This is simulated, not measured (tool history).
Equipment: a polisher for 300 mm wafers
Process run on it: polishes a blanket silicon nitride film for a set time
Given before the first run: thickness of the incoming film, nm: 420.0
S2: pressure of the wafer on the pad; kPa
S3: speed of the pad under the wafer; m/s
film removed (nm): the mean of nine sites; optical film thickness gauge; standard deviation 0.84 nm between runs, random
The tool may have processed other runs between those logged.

Run 1, hour 0: flow of slurry (ml/min) 200, S2 29 kPa, S3 1.1 m/s, polishing time (s) 27. Result: film removed (nm) 68.816.
Run 2, hour 2.6: flow of slurry (ml/min) 200, S2 29.6 kPa, S3 1.1 m/s, polishing time (s) 27. Result: film removed (nm) 71.236.
Run 3, hour 10.2: flow of slurry (ml/min) 200, S2 29.6 kPa, S3 1.1 m/s, polishing time (s) 24. Result: film removed (nm) 63.13.
Run 4, hour 18.8: flow of slurry (ml/min) 200, S2 29.6 kPa, S3 1.34 m/s, polishing time (s) 24. Result: film removed (nm) 73.222.
Run 5, hour 26.5: flow of slurry (ml/min) 200, S2 29.6 kPa, S3 1.1 m/s, polishing time (s) 24. Result: film removed (nm) 62.002.
Run 6, hour 28.2: flow of slurry (ml/min) 200, S2 31 kPa, S3 1.1 m/s, polishing time (s) 24. Result: film removed (nm) 66.769.
Run 7, hour 32.6: flow of slurry (ml/min) 200, S2 32.4 kPa, S3 1.1 m/s, polishing time (s) 24. Result: film removed (nm) 69.251.
Run 8, hour 40.5: flow of slurry (ml/min) 200, S2 33.1 kPa, S3 1.1 m/s, polishing time (s) 24. Result: film removed (nm) 69.406.

What does the tool deliver on the next run?
Run 9, hour 47.4: flow of slurry (ml/min) 200, S2 34.5 kPa, S3 1.1 m/s, polishing time (s) 24. Result: film removed (nm) ?.

Run 9 yielded film removed (nm) 72.205.
